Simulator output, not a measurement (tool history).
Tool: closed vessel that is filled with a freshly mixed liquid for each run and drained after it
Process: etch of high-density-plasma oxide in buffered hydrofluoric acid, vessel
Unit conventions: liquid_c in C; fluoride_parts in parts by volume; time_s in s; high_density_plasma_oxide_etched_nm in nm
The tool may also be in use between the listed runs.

run,hour,liquid_c,fluoride_parts,time_s,high_density_plasma_oxide_etched_nm
1,0,21,7.5,90,162.17
2,7.4,19.5,8,90,140.07
3,16.2,19.5,8,95,146.81
4,19,19.5,8,95,146.23
5,25.5,19.5,8,95,148.09
6,30.2,18,8,95,132.32
7,38.9,17.5,8.5,95,125.8
8,42.1,17.5,9,95,114.89
9,48.8,17.5,9.5,95,109.39
10,51.2,17,10,95,105.98

Predict the results of run 11:
11,59.5,17,10,95,?

{"run 11": {"high_density_plasma_oxide_etched_nm": 104.84}}

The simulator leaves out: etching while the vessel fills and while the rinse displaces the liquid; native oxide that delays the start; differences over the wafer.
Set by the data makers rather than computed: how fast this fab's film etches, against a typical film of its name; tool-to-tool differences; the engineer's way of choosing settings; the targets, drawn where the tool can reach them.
